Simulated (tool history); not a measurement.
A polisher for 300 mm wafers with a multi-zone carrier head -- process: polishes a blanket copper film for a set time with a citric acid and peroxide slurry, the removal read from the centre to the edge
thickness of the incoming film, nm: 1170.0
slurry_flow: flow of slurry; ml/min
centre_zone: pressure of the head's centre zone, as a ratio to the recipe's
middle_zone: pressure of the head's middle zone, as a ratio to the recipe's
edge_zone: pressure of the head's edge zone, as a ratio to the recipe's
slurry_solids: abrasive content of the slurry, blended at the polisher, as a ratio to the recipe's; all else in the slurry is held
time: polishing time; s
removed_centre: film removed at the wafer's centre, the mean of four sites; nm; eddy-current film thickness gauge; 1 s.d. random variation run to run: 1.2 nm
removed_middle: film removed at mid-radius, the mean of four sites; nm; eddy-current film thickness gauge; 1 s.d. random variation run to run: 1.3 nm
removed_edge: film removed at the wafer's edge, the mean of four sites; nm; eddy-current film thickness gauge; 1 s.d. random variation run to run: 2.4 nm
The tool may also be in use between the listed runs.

{"run": 1, "hour": 0.0, "slurry_flow": 220, "centre_zone": 1, "middle_zone": 1, "edge_zone": 1, "slurry_solids": 1, "time": 57, "removed_centre": 204.36, "removed_middle": 201.97, "removed_edge": 202.37}
{"run": 2, "hour": 3.2, "slurry_flow": 220, "centre_zone": 1, "middle_zone": 1, "edge_zone": 1, "slurry_solids": 0.9, "time": 57, "removed_centre": 204.14, "removed_middle": 198.68, "removed_edge": 201.69}
{"run": 3, "hour": 5.8, "slurry_flow": 215, "centre_zone": 0.98, "middle_zone": 1.01, "edge_zone": 0.99, "slurry_solids": 0.85, "time": 56, "removed_centre": 193.25, "removed_middle": 195.95, "removed_edge": 192.32}
{"run": 4, "hour": 8.0, "slurry_flow": 210, "centre_zone": 0.96, "middle_zone": 1.01, "edge_zone": 0.99, "slurry_solids": 0.8, "time": 56, "removed_centre": 186.6, "removed_middle": 194.18, "removed_edge": 197.48}
{"run": 5, "hour": 16.5, "slurry_flow": 210, "centre_zone": 0.96, "middle_zone": 1.01, "edge_zone": 0.91, "slurry_solids": 0.8, "time": 56, "removed_centre": 189.02, "removed_middle": 192.51, "removed_edge": 182.45}
{"run": 6, "hour": 19.3, "slurry_flow": 210, "centre_zone": 0.91, "middle_zone": 1.01, "edge_zone": 0.91, "slurry_solids": 0.8, "time": 56, "removed_centre": 179.65, "removed_middle": 193.66, "removed_edge": 181.97}
{"run": 7, "hour": 28.1, "slurry_flow": 205, "centre_zone": 0.9, "middle_zone": 1.01, "edge_zone": 0.91, "slurry_solids": 0.75, "time": 56, "removed_centre": 172.62, "removed_middle": 191.98, "removed_edge": 183.67}
{"run": 8, "hour": 31.0, "slurry_flow": 200, "centre_zone": 0.89, "middle_zone": 1.01, "edge_zone": 0.9, "slurry_solids": 0.75, "time": 56, "removed_centre": 172.72, "removed_middle": 191.39, "removed_edge": 179.52}
{"run": 9, "hour": 39.2, "slurry_flow": 195, "centre_zone": 0.88, "middle_zone": 1.01, "edge_zone": 0.9, "slurry_solids": 0.7, "time": 56, "removed_centre": 167.61, "removed_middle": 188.82, "removed_edge": 176.66}
{"run": 10, "hour": 45.3, "slurry_flow": 190, "centre_zone": 0.87, "middle_zone": 1.01, "edge_zone": 0.9, "slurry_solids": 0.7, "time": 56, "removed_centre": 166.66, "removed_middle": 184.93, "removed_edge": 179.61}
{"run": 11, "hour": 52.3, "slurry_flow": 190, "centre_zone": 0.86, "middle_zone": 1.01, "edge_zone": 0.9, "slurry_solids": 0.7, "time": 56, "removed_centre": 164.87, "removed_middle": 183.82, "removed_edge": 177.35}
{"run": 12, "hour": 53.4, "slurry_flow": 145, "centre_zone": 0.81, "middle_zone": 1.05, "edge_zone": 0.93, "slurry_solids": 0.5, "time": 55, "removed_centre": 135.65, "removed_middle": 174.54, "removed_edge": 160.5}

Predict the results of run 13:
{"run": 13, "hour": 57.3, "slurry_flow": 150, "centre_zone": 0.81, "middle_zone": 1.05, "edge_zone": 0.93, "slurry_solids": 0.5, "time": 55, "removed_centre": "?", "removed_middle": "?", "removed_edge": "?"}

Run 13 came out at removed_centre 138.91 nm, removed_middle 172.59 nm, removed_edge 163.71 nm.
